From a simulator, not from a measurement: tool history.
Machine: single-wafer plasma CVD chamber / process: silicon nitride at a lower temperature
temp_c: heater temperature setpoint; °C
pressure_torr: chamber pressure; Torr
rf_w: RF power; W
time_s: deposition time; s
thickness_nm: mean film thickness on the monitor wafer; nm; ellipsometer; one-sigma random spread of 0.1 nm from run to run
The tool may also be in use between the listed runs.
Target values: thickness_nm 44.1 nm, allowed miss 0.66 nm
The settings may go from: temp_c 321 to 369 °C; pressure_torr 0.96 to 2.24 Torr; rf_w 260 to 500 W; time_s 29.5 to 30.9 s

Run 1, hour 0: temp_c 345 °C, pressure_torr 1.6 Torr, rf_w 380 W, time_s 30.9 s. Result: thickness_nm 38.564 nm.
Run 2, hour 4.3: temp_c 345 °C, pressure_torr 1.67 Torr, rf_w 385 W, time_s 30.9 s. Result: thickness_nm 39.666 nm.
Run 3, hour 12: temp_c 345 °C, pressure_torr 1.72 Torr, rf_w 385 W, time_s 30.9 s. Result: thickness_nm 39.971 nm.
Run 4, hour 18.1: temp_c 345 °C, pressure_torr 1.72 Torr, rf_w 385 W, time_s 29.5 s. Result: thickness_nm 38.065 nm.
Run 5, hour 18.9: temp_c 345 °C, pressure_torr 1.72 Torr, rf_w 415 W, time_s 29.5 s. Result: thickness_nm 39.655 nm.
Run 6, hour 26.8: temp_c 345 °C, pressure_torr 1.78 Torr, rf_w 415 W, time_s 29.5 s. Result: thickness_nm 40.249 nm.
Run 7, hour 35.1: temp_c 345 °C, pressure_torr 1.83 Torr, rf_w 415 W, time_s 29.5 s. Result: thickness_nm 40.719 nm.
Run 8, hour 43.9: temp_c 345 °C, pressure_torr 1.83 Torr, rf_w 415 W, time_s 29.5 s. Result: thickness_nm 40.688 nm.
Run 9, hour 46.9: temp_c 345 °C, pressure_torr 1.87 Torr, rf_w 415 W, time_s 29.5 s. Result: thickness_nm 41.016 nm.
Run 10, hour 48.4: temp_c 345 °C, pressure_torr 1.91 Torr, rf_w 415 W, time_s 29.5 s. Result: thickness_nm 41.247 nm.
Run 11, hour 49.9: temp_c 345 °C, pressure_torr 1.95 Torr, rf_w 415 W, time_s 29.5 s. Result: thickness_nm 41.485 nm.
Run 12, hour 52.7: temp_c 345 °C, pressure_torr 1.98 Torr, rf_w 415 W, time_s 29.5 s. Result: thickness_nm 41.694 nm.
Run 13, hour 53.5: temp_c 345 °C, pressure_torr 2.01 Torr, rf_w 415 W, time_s 29.5 s. Result: thickness_nm 41.807 nm.
Run 14, hour 61.7: temp_c 345 °C, pressure_torr 2.03 Torr, rf_w 415 W, time_s 29.5 s. Result: thickness_nm 41.952 nm.
Run 15, hour 68.5: temp_c 345 °C, pressure_torr 2.05 Torr, rf_w 415 W, time_s 29.5 s. Result: thickness_nm 41.971 nm.
Run 16, hour 74.4: temp_c 345 °C, pressure_torr 2.07 Torr, rf_w 415 W, time_s 29.5 s. Result: thickness_nm 42.191 nm.
Run 17, hour 76.9: temp_c 345 °C, pressure_torr 2.09 Torr, rf_w 415 W, time_s 29.5 s. Result: thickness_nm 42.262 nm.
Run 18, hour 81.9: temp_c 345 °C, pressure_torr 2.1 Torr, rf_w 415 W, time_s 29.5 s. Result: thickness_nm 42.509 nm.
Run 19, hour 85.4: temp_c 345 °C, pressure_torr 2.11 Torr, rf_w 415 W, time_s 29.5 s. Result: thickness_nm 42.436 nm.

Of the 5 settings listed for the next run, only one would bring every result within its allowed miss of target. Which one?
Run A, hour 88.9: temp_c 346 °C, pressure_torr 2.1 Torr, rf_w 420 W, time_s 30.5 s. Result: thickness_nm ?.
Run B, hour 88.9: temp_c 343 °C, pressure_torr 2.22 Torr, rf_w 375 W, time_s 29.7 s. Result: thickness_nm ?.
Run C, hour 88.9: temp_c 341 °C, pressure_torr 2.02 Torr, rf_w 385 W, time_s 29.7 s. Result: thickness_nm ?.
Run D, hour 88.9: temp_c 352 °C, pressure_torr 2.07 Torr, rf_w 390 W, time_s 29.5 s. Result: thickness_nm ?.
Run E, hour 88.9: temp_c 340 °C, pressure_torr 2.06 Torr, rf_w 390 W, time_s 29.9 s. Result: thickness_nm ?.

move  thickness_nm
   A        44.073
   B        40.796
   C        40.356
   D        40.502
   E          41.2
A: every result within its allowed miss
B: lands further from the targets than the last run did
C: lands further from the targets than the last run did
D: lands further from the targets than the last run did
E: lands further from the targets than the last run did
Go with A: it meets all targets.
